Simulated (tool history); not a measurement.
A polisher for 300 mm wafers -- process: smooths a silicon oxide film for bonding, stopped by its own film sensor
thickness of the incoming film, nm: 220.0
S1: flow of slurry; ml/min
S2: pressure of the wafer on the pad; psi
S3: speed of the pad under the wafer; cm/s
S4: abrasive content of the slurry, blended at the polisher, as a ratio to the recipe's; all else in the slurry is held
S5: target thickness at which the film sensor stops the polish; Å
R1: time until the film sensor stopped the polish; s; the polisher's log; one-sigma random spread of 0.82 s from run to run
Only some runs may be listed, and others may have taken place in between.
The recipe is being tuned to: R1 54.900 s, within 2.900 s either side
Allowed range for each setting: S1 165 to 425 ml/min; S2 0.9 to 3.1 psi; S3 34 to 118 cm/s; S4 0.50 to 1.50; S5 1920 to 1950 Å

run 1 day=0.000 | S1=275 S2=2.0 S3=76 S4=1.00 S5=1920 | R1=42.587
run 2 day=0.050 | S1=275 S2=2.4 S3=76 S4=1.00 S5=1920 | R1=36.254
run 3 day=0.258 | S1=275 S2=2.1 S3=76 S4=1.00 S5=1920 | R1=41.249
run 4 day=0.417 | S1=275 S2=1.9 S3=74 S4=1.00 S5=1920 | R1=45.193
run 5 day=0.788 | S1=275 S2=1.9 S3=74 S4=1.15 S5=1920 | R1=43.793
run 6 day=1.042 | S1=275 S2=1.8 S3=74 S4=1.15 S5=1920 | R1=47.045
-- day=1.117 slurry nozzle cleaned
run 7 day=1.117 | S1=275 S2=1.7 S3=74 S4=1.15 S5=1920 | R1=47.627
run 8 day=1.283 | S1=275 S2=1.6 S3=74 S4=1.15 S5=1920 | R1=49.194

Which of these 4 next moves meets every target?
run A day=1.450 | S1=325 S2=1.3 S3=70 S4=1.05 S5=1920 | R1=?
run B day=1.450 | S1=225 S2=1.4 S3=70 S4=1.30 S5=1940 | R1=?
run C day=1.450 | S1=285 S2=1.3 S3=108 S4=1.20 S5=1940 | R1=?
run D day=1.450 | S1=265 S2=1.4 S3=68 S4=1.05 S5=1920 | R1=?

move=A R1=64.007
move=B R1=54.091
move=C R1=44.214
move=D R1=61.856
A: takes the result that was furthest off past its target
B: every result within its allowed miss
C: its largest miss is bigger than the last run's
D: takes the result that was furthest off past its target
The right move is B.
